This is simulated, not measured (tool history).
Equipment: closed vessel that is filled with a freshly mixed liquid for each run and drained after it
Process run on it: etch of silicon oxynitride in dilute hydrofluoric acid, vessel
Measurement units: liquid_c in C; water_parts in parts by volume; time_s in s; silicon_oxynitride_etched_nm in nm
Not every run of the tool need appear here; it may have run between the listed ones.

run  hour  liquid_c  water_parts  time_s  silicon_oxynitride_etched_nm
  1     0        22          295     930                        3.8429
  2   8.1        23          295     930                        4.0445
  3   9.8        25          295     930                        4.3422
  4  16.2        25          295     720                        3.3745
  5  23.9        25          295     930                        4.3847
  6  28.4      25.5          295     930                        4.4686
  7  34.8        26          295     930                        4.6036

Run 8 has not been measured yet. What should we expect?
  8  39.3      26.5          295     930                             ?

{"run 8": {"silicon_oxynitride_etched_nm": 4.6344}}

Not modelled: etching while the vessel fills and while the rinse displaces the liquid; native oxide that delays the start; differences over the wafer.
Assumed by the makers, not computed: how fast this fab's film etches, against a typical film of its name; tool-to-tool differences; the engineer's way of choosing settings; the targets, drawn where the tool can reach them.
